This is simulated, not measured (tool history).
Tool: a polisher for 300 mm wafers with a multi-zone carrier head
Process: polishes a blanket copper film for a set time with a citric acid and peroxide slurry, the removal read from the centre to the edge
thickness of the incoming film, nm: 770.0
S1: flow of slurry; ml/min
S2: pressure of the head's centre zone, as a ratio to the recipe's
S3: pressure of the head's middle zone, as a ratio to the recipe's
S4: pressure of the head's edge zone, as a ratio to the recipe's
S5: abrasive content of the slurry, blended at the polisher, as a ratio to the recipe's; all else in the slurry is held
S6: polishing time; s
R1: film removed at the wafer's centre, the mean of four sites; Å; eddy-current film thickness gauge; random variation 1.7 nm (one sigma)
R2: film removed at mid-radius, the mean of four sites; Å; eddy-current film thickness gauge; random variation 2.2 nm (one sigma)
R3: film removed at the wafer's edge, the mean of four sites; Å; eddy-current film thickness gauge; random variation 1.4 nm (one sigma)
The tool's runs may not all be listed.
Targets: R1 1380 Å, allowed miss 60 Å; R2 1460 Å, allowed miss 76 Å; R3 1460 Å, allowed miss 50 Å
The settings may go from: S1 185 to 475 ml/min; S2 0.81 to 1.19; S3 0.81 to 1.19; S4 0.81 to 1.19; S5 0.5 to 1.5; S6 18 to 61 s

Run 1, day 0: S1 305 ml/min, S2 1, S3 1, S4 1, S5 1, S6 39 s. Result: R1 1193.3 Å, R2 1225.7 Å, R3 1241.8 Å.
Run 2, day 0.183: S1 305 ml/min, S2 1, S3 1, S4 0.97, S5 1, S6 39 s. Result: R1 1201.7 Å, R2 1198.5 Å, R3 1240 Å.
Run 3, day 0.229: S1 305 ml/min, S2 1, S3 1, S4 0.97, S5 1, S6 44 s. Result: R1 1364.3 Å, R2 1423.6 Å, R3 1352.4 Å.
Run 4, day 0.396: S1 305 ml/min, S2 1, S3 1, S4 0.97, S5 0.8, S6 44 s. Result: R1 1288.9 Å, R2 1345.3 Å, R3 1355.1 Å.
Run 5, day 0.746: S1 305 ml/min, S2 1, S3 1, S4 0.97, S5 0.65, S6 44 s. Result: R1 1258.6 Å, R2 1287.5 Å, R3 1283 Å.
Run 6, day 0.904: S1 305 ml/min, S2 1, S3 1.06, S4 0.97, S5 0.65, S6 44 s. Result: R1 1243.3 Å, R2 1378.8 Å, R3 1281.1 Å.
Run 7, day 0.929: S1 305 ml/min, S2 1, S3 1.06, S4 0.99, S5 0.7, S6 44 s. Result: R1 1249.7 Å, R2 1351.7 Å, R3 1323.1 Å.
Run 8, day 1.229: S1 305 ml/min, S2 1, S3 1.06, S4 1, S5 0.75, S6 44 s. Result: R1 1287 Å, R2 1410.7 Å, R3 1326.9 Å.
Run 9, day 1.396: S1 305 ml/min, S2 1, S3 1.05, S4 1.01, S5 0.75, S6 44 s. Result: R1 1288.8 Å, R2 1421.9 Å, R3 1344.3 Å.
Run 10, day 1.712: S1 305 ml/min, S2 1, S3 1.04, S4 1.02, S5 0.75, S6 44 s. Result: R1 1308.9 Å, R2 1343.4 Å, R3 1331.6 Å.

Which of these 4 next moves meets every target?
Run A, day 2.029: S1 280 ml/min, S2 0.83, S3 0.81, S4 1.16, S5 0.9, S6 45 s. Result: R1 ?, R2 ?, R3 ?.
Run B, day 2.029: S1 275 ml/min, S2 0.94, S3 1, S4 0.99, S5 0.5, S6 51 s. Result: R1 ?, R2 ?, R3 ?.
Run C, day 2.029: S1 385 ml/min, S2 1, S3 0.91, S4 1.08, S5 0.8, S6 45 s. Result: R1 ?, R2 ?, R3 ?.
Run D, day 2.029: S1 305 ml/min, S2 1.05, S3 0.95, S4 1.09, S5 0.65, S6 45 s. Result: R1 ?, R2 ?, R3 ?.

move      R1      R2      R3
   A  1235.9  1161.8  1487.6
   B  1382.2  1438.4  1439.3
   C  1388.4  1283.6  1437.1
   D  1362.7    1269    1381
A: brings the result that was furthest off to its target, and leaves another outside
B: meets every target
C: brings the result that was furthest off to its target, and leaves another outside
D: as far off as the last run
Move B is the one to make.
